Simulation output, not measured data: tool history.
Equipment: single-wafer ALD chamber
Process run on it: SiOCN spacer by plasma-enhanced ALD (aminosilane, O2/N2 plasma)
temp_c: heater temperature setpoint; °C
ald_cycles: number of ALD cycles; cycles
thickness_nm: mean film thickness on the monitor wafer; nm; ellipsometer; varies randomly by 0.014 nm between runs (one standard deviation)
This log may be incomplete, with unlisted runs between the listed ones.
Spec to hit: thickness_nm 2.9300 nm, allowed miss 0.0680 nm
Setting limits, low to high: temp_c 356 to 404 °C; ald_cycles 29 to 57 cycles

{"run": 1, "hour": 0.0, "temp_c": 380, "ald_cycles": 43, "thickness_nm": 2.5846}
{"run": 2, "hour": 0.9, "temp_c": 380, "ald_cycles": 45, "thickness_nm": 2.7079}
{"run": 3, "hour": 6.2, "temp_c": 380, "ald_cycles": 41, "thickness_nm": 2.4551}
{"run": 4, "hour": 13.5, "temp_c": 380, "ald_cycles": 44, "thickness_nm": 2.6266}
{"run": 5, "hour": 19.2, "temp_c": 389, "ald_cycles": 44, "thickness_nm": 2.6355}
{"run": 6, "hour": 26.0, "temp_c": 389, "ald_cycles": 46, "thickness_nm": 2.746}
{"run": 7, "hour": 29.7, "temp_c": 389, "ald_cycles": 46, "thickness_nm": 2.7559}
{"run": 8, "hour": 35.0, "temp_c": 389, "ald_cycles": 47, "thickness_nm": 2.8158}

Which single option among these 5 for the next run brings every result within its allowed miss of target? Just one does.
{"run": "A", "hour": 40.3, "temp_c": 391, "ald_cycles": 45, "thickness_nm": "?"}
{"run": "B", "hour": 40.3, "temp_c": 404, "ald_cycles": 53, "thickness_nm": "?"}
{"run": "C", "hour": 40.3, "temp_c": 379, "ald_cycles": 49, "thickness_nm": "?"}
{"run": "D", "hour": 40.3, "temp_c": 390, "ald_cycles": 47, "thickness_nm": "?"}
{"run": "E", "hour": 40.3, "temp_c": 395, "ald_cycles": 46, "thickness_nm": "?"}

move=A thickness_nm=2.6919
move=B thickness_nm=3.1310
move=C thickness_nm=2.9312
move=D thickness_nm=2.8115
move=E thickness_nm=2.7517
A: further off than the last run
B: the result that was furthest off in the last run now lies on the other side of its target
C: hits every target within its allowed miss
D: roughly where the last run was
E: further off than the last run
Answer: C

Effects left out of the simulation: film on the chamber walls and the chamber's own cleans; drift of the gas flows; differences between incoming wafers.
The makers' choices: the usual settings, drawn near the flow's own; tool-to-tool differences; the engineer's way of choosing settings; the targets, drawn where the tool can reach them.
